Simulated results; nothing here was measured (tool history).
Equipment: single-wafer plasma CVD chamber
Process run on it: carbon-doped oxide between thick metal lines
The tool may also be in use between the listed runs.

run	hour	heater temperature setpoint (deg C)	chamber pressure (Pa)	RF power (kW)	deposition time (s)	mean film thickness on the monitor wafer (nm)
1	0	365	857	0.635	196	1179.9
2	6.3	354	857	0.635	196	1202.9
3	8.6	354	857	0.635	196	1200.5
4	12.7	355	820	0.605	195	1143.2
5	20.1	355	820	0.605	187	1105.2
6	27.3	355	820	0.605	187	1096.9
7	31.5	356	772	0.6	187	1077.5
8	36.8	357	739	0.6	187	1071.7
9	41	358	704	0.595	187	1053.1
10	42.8	359	681	0.595	187	1044.4

Run 11 has not been measured yet. What should we expect?
11	51.8	360	663	0.595	187	?

For run 11 the tool returned mean film thickness on the monitor wafer (nm) 1027.9.
